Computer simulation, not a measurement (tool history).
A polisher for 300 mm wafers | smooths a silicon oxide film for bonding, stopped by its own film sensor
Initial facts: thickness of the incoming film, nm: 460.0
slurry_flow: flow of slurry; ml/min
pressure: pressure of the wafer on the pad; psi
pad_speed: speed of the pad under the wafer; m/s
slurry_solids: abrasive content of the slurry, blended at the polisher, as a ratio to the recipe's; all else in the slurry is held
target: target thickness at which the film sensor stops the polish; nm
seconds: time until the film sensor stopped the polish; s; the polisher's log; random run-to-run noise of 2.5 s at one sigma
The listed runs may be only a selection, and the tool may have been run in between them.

{"run": 1, "hour": 0.0, "slurry_flow": 230, "pressure": 1.9, "pad_speed": 0.94, "slurry_solids": 1.0, "target": 417, "seconds": 76.453}
{"run": 2, "hour": 2.9, "slurry_flow": 190, "pressure": 1.9, "pad_speed": 0.94, "slurry_solids": 1.0, "target": 417, "seconds": 77.227}
{"run": 3, "hour": 9.5, "slurry_flow": 190, "pressure": 1.7, "pad_speed": 0.92, "slurry_solids": 1.0, "target": 417, "seconds": 85.047}
{"run": 4, "hour": 12.4, "slurry_flow": 190, "pressure": 1.5, "pad_speed": 0.88, "slurry_solids": 1.0, "target": 417, "seconds": 101.42}
{"run": 5, "hour": 19.4, "slurry_flow": 210, "pressure": 1.5, "pad_speed": 0.88, "slurry_solids": 1.0, "target": 417, "seconds": 98.424}
{"run": 6, "hour": 22.9, "slurry_flow": 230, "pressure": 1.5, "pad_speed": 0.88, "slurry_solids": 1.0, "target": 417, "seconds": 97.194}
{"run": 7, "hour": 24.4, "slurry_flow": 230, "pressure": 1.4, "pad_speed": 0.86, "slurry_solids": 1.0, "target": 417, "seconds": 107.79}
{"run": 8, "hour": 29.4, "slurry_flow": 230, "pressure": 1.3, "pad_speed": 0.86, "slurry_solids": 1.0, "target": 417, "seconds": 111.83}
{"run": 9, "hour": 34.6, "slurry_flow": 230, "pressure": 1.2, "pad_speed": 0.86, "slurry_solids": 1.0, "target": 417, "seconds": 121.6}

The next listed run, before its measurement:
{"run": 10, "hour": 38.2, "slurry_flow": 230, "pressure": 1.2, "pad_speed": 0.86, "slurry_solids": 1.0, "target": 417, "seconds": "?"}

seconds: 123.210 s
